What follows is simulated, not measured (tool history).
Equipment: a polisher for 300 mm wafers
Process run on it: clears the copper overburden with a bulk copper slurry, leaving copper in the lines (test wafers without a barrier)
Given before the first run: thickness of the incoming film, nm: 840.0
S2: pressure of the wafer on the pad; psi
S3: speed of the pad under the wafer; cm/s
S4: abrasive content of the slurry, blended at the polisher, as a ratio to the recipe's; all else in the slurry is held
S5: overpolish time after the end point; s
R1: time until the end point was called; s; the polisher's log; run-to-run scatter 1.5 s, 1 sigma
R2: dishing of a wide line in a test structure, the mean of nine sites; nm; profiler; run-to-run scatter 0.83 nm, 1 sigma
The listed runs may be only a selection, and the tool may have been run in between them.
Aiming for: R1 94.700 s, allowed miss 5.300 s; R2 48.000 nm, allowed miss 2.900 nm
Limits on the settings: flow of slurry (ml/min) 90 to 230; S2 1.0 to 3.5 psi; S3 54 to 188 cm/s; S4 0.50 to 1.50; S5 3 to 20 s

Run 1, hour 0.0: flow of slurry (ml/min) 150, S2 2.2 psi, S3 120 cm/s, S4 1.00, S5 10 s. Result: R1 131.790 s, R2 40.348 nm.
Run 2, hour 7.9: flow of slurry (ml/min) 150, S2 2.4 psi, S3 120 cm/s, S4 1.00, S5 10 s. Result: R1 122.030 s, R2 43.310 nm.
Run 3, hour 14.7: flow of slurry (ml/min) 150, S2 2.5 psi, S3 120 cm/s, S4 1.00, S5 10 s. Result: R1 119.640 s, R2 43.670 nm.
Run 4, hour 16.0: flow of slurry (ml/min) 150, S2 2.5 psi, S3 120 cm/s, S4 0.80, S5 10 s. Result: R1 123.620 s, R2 43.075 nm.
Run 5, hour 16.8: flow of slurry (ml/min) 150, S2 2.6 psi, S3 120 cm/s, S4 0.80, S5 10 s. Result: R1 123.820 s, R2 42.178 nm.
Run 6, hour 24.6: flow of slurry (ml/min) 150, S2 2.6 psi, S3 106 cm/s, S4 0.80, S5 10 s. Result: R1 131.620 s, R2 41.575 nm.
Run 7, hour 33.5: flow of slurry (ml/min) 150, S2 2.8 psi, S3 108 cm/s, S4 0.80, S5 10 s. Result: R1 122.300 s, R2 43.576 nm.
Run 8, hour 34.3: flow of slurry (ml/min) 150, S2 2.9 psi, S3 110 cm/s, S4 0.80, S5 10 s. Result: R1 115.830 s, R2 45.077 nm.
Run 9, hour 41.2: flow of slurry (ml/min) 150, S2 3.0 psi, S3 110 cm/s, S4 0.80, S5 10 s. Result: R1 111.680 s, R2 46.037 nm.
Run 10, hour 45.0: flow of slurry (ml/min) 150, S2 3.1 psi, S3 110 cm/s, S4 0.80, S5 10 s. Result: R1 103.780 s, R2 49.162 nm.
Run 11, hour 47.1: flow of slurry (ml/min) 150, S2 3.1 psi, S3 110 cm/s, S4 0.80, S5 10 s. Result: R1 106.590 s, R2 47.600 nm.
Run 12, hour 54.8: flow of slurry (ml/min) 150, S2 3.2 psi, S3 110 cm/s, S4 0.80, S5 10 s. Result: R1 106.540 s, R2 49.965 nm.
Run 13, hour 60.8: flow of slurry (ml/min) 150, S2 3.2 psi, S3 110 cm/s, S4 0.80, S5 10 s. Result: R1 103.560 s, R2 50.003 nm.

Of the 4 settings listed for the next run, only one would bring every result within its allowed miss of target. Which one?
Run A, hour 66.8: flow of slurry (ml/min) 140, S2 3.2 psi, S3 110 cm/s, S4 0.70, S5 11 s. Result: R1 ?, R2 ?.
Run B, hour 66.8: flow of slurry (ml/min) 150, S2 2.9 psi, S3 118 cm/s, S4 0.90, S5 10 s. Result: R1 ?, R2 ?.
Run C, hour 66.8: flow of slurry (ml/min) 160, S2 3.5 psi, S3 120 cm/s, S4 0.55, S5 9 s. Result: R1 ?, R2 ?.
Run D, hour 66.8: flow of slurry (ml/min) 100, S2 3.5 psi, S3 138 cm/s, S4 0.75, S5 10 s. Result: R1 ?, R2 ?.

move       R1      R2
   A  108.120  52.306
   B  105.630  49.317
   C   95.808  49.567
   D   85.913  57.897
A: its largest miss is bigger than the last run's
B: its largest miss is bigger than the last run's
C: all results in spec
D: the result that was furthest off in the last run now lies on the other side of its target
Correct choice: C, which meets every target
